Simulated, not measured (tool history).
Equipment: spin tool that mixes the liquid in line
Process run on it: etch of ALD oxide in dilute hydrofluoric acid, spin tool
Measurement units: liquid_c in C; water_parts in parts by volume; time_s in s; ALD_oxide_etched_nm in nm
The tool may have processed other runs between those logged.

run,hour,liquid_c,water_parts,time_s,ALD_oxide_etched_nm
1,0,23,50,60,16.344
2,2.5,23,50,60,16.306
3,3.5,22,50,60,15.716
4,9.6,23.5,50,60,16.992
# hour 18.3: hydrofluoric acid flow meter replaced
5,18.3,22.5,50,60,14.2
6,26.9,21,50,60,13.299
7,33.6,20.5,50,60,13.153

Expected results for the next run?
8,42,20,50,60,?

ALD_oxide_etched_nm: 12.721 nm
